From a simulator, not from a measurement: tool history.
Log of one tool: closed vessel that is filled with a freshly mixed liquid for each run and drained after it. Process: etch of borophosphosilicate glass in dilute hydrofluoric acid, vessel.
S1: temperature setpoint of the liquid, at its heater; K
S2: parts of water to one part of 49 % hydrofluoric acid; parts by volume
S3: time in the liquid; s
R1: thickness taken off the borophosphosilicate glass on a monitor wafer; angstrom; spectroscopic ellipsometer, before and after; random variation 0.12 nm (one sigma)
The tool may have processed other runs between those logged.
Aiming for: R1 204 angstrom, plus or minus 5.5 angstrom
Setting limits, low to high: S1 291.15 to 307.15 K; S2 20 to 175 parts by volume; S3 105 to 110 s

Run 1, hour 0: S1 299.15 K, S2 95 parts by volume, S3 105 s. Result: R1 395.72 angstrom.
Run 2, hour 8.8: S1 299.15 K, S2 95 parts by volume, S3 105 s. Result: R1 395.11 angstrom.
Run 3, hour 10.3: S1 299.15 K, S2 95 parts by volume, S3 105 s. Result: R1 394.42 angstrom.
Run 4, hour 16.5: S1 299.15 K, S2 95 parts by volume, S3 105 s. Result: R1 393.12 angstrom.
Run 5, hour 18.1: S1 298.15 K, S2 100 parts by volume, S3 105 s. Result: R1 358.82 angstrom.
Run 6, hour 20.8: S1 300.65 K, S2 100 parts by volume, S3 105 s. Result: R1 395.32 angstrom.
Run 7, hour 23.6: S1 299.15 K, S2 105 parts by volume, S3 105 s. Result: R1 352.23 angstrom.
Run 8, hour 30.2: S1 298.15 K, S2 110 parts by volume, S3 105 s. Result: R1 321.09 angstrom.
Run 9, hour 38.4: S1 297.15 K, S2 115 parts by volume, S3 105 s. Result: R1 293.07 angstrom.
Run 10, hour 43: S1 296.15 K, S2 115 parts by volume, S3 105 s. Result: R1 284.25 angstrom.
Run 11, hour 49.5: S1 295.65 K, S2 115 parts by volume, S3 105 s. Result: R1 278.89 angstrom.
Run 12, hour 55.4: S1 295.15 K, S2 115 parts by volume, S3 105 s. Result: R1 271.16 angstrom.
Run 13, hour 61.2: S1 294.65 K, S2 115 parts by volume, S3 105 s. Result: R1 265.83 angstrom.
Run 14, hour 68.7: S1 294.15 K, S2 115 parts by volume, S3 105 s. Result: R1 261.94 angstrom.
Run 15, hour 75.2: S1 293.65 K, S2 115 parts by volume, S3 105 s. Result: R1 254.53 angstrom.
Run 16, hour 78.9: S1 291.15 K, S2 125 parts by volume, S3 105 s. Result: R1 209.5 angstrom.

Which of these 4 next moves meets every target?
Run A, hour 82.6: S1 293.65 K, S2 140 parts by volume, S3 110 s. Result: R1 ?.
Run B, hour 82.6: S1 294.65 K, S2 145 parts by volume, S3 105 s. Result: R1 ?.
Run C, hour 82.6: S1 291.15 K, S2 140 parts by volume, S3 110 s. Result: R1 ?.
Run D, hour 82.6: S1 291.15 K, S2 120 parts by volume, S3 105 s. Result: R1 ?.

move      R1
   A  214.34
   B  204.42
   C  193.78
   D  220.25
A: further off than the last run
B: every result within its allowed miss
C: carries the result that was furthest off beyond its target, to the other side
D: further off than the last run
Correct choice: B, which meets every target
